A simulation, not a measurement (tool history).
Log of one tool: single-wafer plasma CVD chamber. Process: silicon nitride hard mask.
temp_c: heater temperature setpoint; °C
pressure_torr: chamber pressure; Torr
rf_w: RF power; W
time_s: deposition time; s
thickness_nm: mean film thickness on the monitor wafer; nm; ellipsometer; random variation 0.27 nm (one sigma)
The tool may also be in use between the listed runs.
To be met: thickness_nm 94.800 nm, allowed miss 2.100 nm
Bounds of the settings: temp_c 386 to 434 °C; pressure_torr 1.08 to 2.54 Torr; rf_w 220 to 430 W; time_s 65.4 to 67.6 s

run,day,temp_c,pressure_torr,rf_w,time_s,thickness_nm
1,0.000,410,1.81,325,65.4,86.149
2,0.133,410,1.86,325,65.4,86.871
3,0.354,410,1.91,325,65.4,87.777
4,0.579,414,1.91,325,65.4,87.312
5,0.850,414,1.95,325,65.4,88.119
6,1.050,414,1.99,325,65.4,88.583
7,1.250,414,2.03,325,65.4,88.207
8,1.375,414,2.05,330,65.4,89.242
9,1.621,414,2.07,335,65.4,90.858
10,1.812,414,2.09,335,65.4,90.998
11,2.158,414,2.11,335,65.4,90.811
12,2.475,414,2.13,335,65.4,91.330

5 next moves are on the table. One of them brings every result within its allowed miss. Which?
A,2.792,420,2.36,300,65.4,?
B,2.792,424,2.04,325,67.0,?
C,2.792,405,2.06,330,65.4,?
D,2.792,409,1.93,345,67.6,?
E,2.792,419,2.04,310,65.4,?

move,thickness_nm
A,87.753
B,90.836
C,90.541
D,94.291
E,86.460
A: further off than the last run
B: further off than the last run
C: further off than the last run
D: meets every target
E: further off than the last run
The right move is D.
